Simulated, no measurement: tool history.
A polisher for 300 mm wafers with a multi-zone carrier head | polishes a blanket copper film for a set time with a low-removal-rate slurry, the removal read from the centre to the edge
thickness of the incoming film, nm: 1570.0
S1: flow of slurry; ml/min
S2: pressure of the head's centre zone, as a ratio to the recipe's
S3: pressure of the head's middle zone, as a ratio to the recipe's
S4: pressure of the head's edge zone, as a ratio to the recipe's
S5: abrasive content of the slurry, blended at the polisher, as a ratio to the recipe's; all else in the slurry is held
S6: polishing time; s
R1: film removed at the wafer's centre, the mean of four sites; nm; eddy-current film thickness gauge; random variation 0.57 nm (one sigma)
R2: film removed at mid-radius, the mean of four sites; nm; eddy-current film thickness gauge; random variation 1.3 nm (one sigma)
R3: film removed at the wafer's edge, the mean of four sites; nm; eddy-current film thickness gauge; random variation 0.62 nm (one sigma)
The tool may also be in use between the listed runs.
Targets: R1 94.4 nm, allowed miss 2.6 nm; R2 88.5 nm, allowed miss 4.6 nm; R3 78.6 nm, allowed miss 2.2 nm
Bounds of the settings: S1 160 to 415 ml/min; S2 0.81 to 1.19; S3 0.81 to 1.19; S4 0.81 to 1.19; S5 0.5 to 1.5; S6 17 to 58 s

run	hour	S1	S2	S3	S4	S5	S6	R1	R2	R3
1	0	265	1	1	1	1	37	75.383	77.208	75.158
2	4.7	285	1.05	1.03	1	1.05	37	82.214	79.649	75.979
3	7	300	1.07	1.06	1	1.1	37	85.268	84.689	78.894
4	12.1	315	1.09	1.07	0.98	1.1	37	87.546	84.849	79.437
5	16.1	315	1.09	1	0.98	1.1	37	87.788	81.096	77.015
6	20.6	285	1.09	1	0.98	1.1	37	85.926	79.118	77.414
7	23.8	315	1.1	1.02	0.96	1.1	37	88.781	82.61	78.09
8	25.9	335	1.11	1.03	0.94	1.1	37	91.157	82.639	77.529
9	29.2	350	1.11	1.05	0.93	1.1	37	89.98	84.849	77.765
10	35.9	355	1.12	1.06	0.92	1.1	37	91.144	85.864	76.666

5 next moves are on the table. One of them brings every result within its allowed miss. Which?
A	42.6	340	1.09	1.09	0.99	1.3	36	?	?	?
B	42.6	410	0.98	1.08	0.84	1	40	?	?	?
C	42.6	320	1.15	1.07	0.98	1.15	34	?	?	?
D	42.6	415	1.11	1.04	0.86	1.1	38	?	?	?
E	42.6	360	1.17	1.03	0.91	1.15	38	?	?	?

move	R1	R2	R3
A	90.259	87.465	80.093
B	86.723	92.676	79.386
C	86.68	78.392	72.786
D	95.587	87.203	77.951
E	100.13	86.044	79.709
A: further off than the last run
B: further off than the last run
C: further off than the last run
D: meets every target
E: takes the result that was furthest off past its target
Answer: D
